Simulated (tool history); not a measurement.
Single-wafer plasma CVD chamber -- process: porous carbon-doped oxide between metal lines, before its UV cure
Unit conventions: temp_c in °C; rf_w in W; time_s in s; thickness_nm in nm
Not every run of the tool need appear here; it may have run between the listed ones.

run  hour  temp_c  rf_w  time_s  thickness_nm
  1   0.0     310   425    36.3        167.78
  2   3.4     310   385    36.3        156.36
  3   5.3     314   385    36.3        153.38
  4  11.6     314   425    36.3        166.39
  5  14.8     314   380    36.3        152.34
  6  17.8     314   435    36.3        170.06
  7  22.1     318   420    36.3        161.61
  8  23.5     321   415    36.3        157.63

Run 9, settings as shown, results not yet in. Your forecast:
  9  28.7     324   410    36.3             ?

For run 9 the tool returned thickness_nm 153.45 nm.
